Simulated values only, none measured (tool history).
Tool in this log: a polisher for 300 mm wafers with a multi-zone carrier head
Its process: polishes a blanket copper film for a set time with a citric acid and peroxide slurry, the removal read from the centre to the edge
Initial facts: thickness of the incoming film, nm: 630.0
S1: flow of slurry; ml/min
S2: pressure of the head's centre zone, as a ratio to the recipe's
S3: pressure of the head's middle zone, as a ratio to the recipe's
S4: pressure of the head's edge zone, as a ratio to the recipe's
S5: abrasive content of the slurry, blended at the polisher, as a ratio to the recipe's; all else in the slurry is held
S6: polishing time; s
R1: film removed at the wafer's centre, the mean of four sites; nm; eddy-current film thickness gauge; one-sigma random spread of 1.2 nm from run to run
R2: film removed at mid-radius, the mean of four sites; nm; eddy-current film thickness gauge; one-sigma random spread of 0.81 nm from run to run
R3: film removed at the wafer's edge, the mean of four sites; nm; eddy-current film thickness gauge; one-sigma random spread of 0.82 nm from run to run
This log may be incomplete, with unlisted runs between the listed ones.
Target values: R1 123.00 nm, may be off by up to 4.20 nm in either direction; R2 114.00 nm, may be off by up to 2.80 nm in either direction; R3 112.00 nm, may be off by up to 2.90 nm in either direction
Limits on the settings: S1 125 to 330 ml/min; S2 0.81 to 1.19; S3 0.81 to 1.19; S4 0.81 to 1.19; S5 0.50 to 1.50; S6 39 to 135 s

run	hour	S1	S2	S3	S4	S5	S6	R1	R2	R3
1	0.0	210	1.00	1.00	1.00	1.00	87	146.45	145.36	147.93
2	1.4	205	1.00	0.99	0.96	0.90	86	142.67	138.09	139.88
3	10.0	200	1.00	0.99	0.93	0.80	85	136.81	133.31	132.01
4	11.5	195	1.00	0.98	0.91	0.75	85	133.76	127.65	129.54
5	17.6	230	1.00	0.98	0.91	0.75	85	135.53	130.88	131.58
6	23.7	275	1.00	0.98	0.91	0.75	85	140.77	132.17	131.19
7	26.1	290	0.97	0.94	0.82	0.50	78	113.35	109.21	108.06
8	29.4	290	0.98	0.95	0.83	0.50	78	113.00	110.73	107.96
9	34.1	290	0.99	0.95	0.84	0.50	78	114.58	109.87	107.54
10	36.8	290	1.00	0.95	0.85	0.50	78	119.63	110.97	108.07
11	41.4	290	1.00	0.95	0.86	0.50	78	115.70	110.63	109.14
12	42.2	290	1.01	0.95	0.87	0.50	78	115.35	109.49	111.18
13	45.8	290	1.02	0.96	0.87	0.50	78	119.29	111.19	111.31

Next run, 5 choices. One meets every target within its allowed miss, the rest don't. Which?
A	49.4	295	1.00	0.88	0.90	0.60	76	?	?	?
B	49.4	285	1.05	0.91	0.83	0.50	79	?	?	?
C	49.4	305	1.05	0.98	0.89	0.65	74	?	?	?
D	49.4	295	0.97	0.97	0.93	0.60	76	?	?	?
E	49.4	315	0.93	0.93	0.91	0.60	77	?	?	?

move	R1	R2	R3
A	120.56	104.63	113.60
B	125.43	107.13	109.42
C	125.25	113.60	112.12
D	117.41	113.39	115.09
E	115.31	111.60	116.08
A: misses by more than the last run did
B: misses by more than the last run did
C: each result inside its tolerance
D: corrects the largest miss of the last run, while another result sits out of spec
E: corrects the largest miss of the last run, while another result sits out of spec
The move that meets every target is C.
